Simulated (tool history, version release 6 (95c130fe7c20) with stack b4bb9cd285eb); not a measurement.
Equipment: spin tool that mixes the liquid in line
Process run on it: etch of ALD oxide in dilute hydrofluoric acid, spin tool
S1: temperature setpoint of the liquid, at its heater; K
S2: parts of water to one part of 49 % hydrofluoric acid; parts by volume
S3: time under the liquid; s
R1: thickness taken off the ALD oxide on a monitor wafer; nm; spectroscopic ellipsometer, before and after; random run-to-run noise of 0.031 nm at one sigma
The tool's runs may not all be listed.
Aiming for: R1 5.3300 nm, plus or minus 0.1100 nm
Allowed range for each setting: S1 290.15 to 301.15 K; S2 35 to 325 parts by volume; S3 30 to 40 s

run,hour,S1,S2,S3,R1
1,0.0,293.15,180,40,2.8630
2,7.1,290.65,180,40,2.5761
3,15.7,294.15,165,40,3.3030
4,16.4,294.15,165,30,2.4567
5,19.6,294.15,165,30,2.4497
6,21.8,296.15,130,30,3.4783
7,24.8,300.15,95,30,5.8305
8,26.7,298.65,95,30,5.5074

5 next moves are on the table. One of them brings every result within its allowed miss. Which?
A,28.6,298.15,90,30,?
B,28.6,297.15,85,30,?
C,28.6,294.15,80,30,?
D,28.6,294.65,105,40,?
E,28.6,293.15,105,40,?

move,R1
A,5.8289
B,5.9687
C,5.6478
D,5.6878
E,5.3512
A: its largest miss is bigger than the last run's
B: its largest miss is bigger than the last run's
C: its largest miss is bigger than the last run's
D: its largest miss is bigger than the last run's
E: in spec on every target
Go with E: it meets all targets.

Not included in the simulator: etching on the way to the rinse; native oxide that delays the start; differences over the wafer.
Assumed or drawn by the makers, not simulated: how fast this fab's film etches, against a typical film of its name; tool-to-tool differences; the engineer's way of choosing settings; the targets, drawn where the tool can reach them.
